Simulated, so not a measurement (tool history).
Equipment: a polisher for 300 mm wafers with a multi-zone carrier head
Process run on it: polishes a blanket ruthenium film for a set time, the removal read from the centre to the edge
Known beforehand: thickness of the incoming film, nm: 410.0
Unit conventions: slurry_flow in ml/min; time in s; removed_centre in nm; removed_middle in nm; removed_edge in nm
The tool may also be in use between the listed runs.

run  hour  slurry_flow  centre_zone  middle_zone  edge_zone  time  removed_centre  removed_middle  removed_edge
  1     0          155            1            1          1    81          111.11           112.5        114.09
  2   1.4          155            1            1          1   101          139.33          137.43        139.26
  3   4.3          170            1            1          1   101          137.76          141.66         141.1
  4     7          170            1         1.08          1   101          138.98          152.63        141.62
  5   7.9          170            1         1.11          1   101          140.36          156.46        140.65
  6   9.2          170            1         1.11       0.96   101          140.83          149.16        138.93
  7  13.9          165            1         1.11       0.93    91          124.96          139.15        123.74
  8  15.9          160         1.01         1.07       0.92    82          112.52          119.16        107.81
  9  23.5          155         1.01         1.03       0.91    77          106.54          112.56        98.827
 10  27.4          145         1.01         0.99       0.92    73          100.03          101.93         95.21

For run 11, what comes out?
 11  33.4          140         1.01         0.96       0.92    70               ?               ?             ?

Run 11 came out at removed_centre 94.358 nm, removed_middle 95.019 nm, removed_edge 94.72 nm.
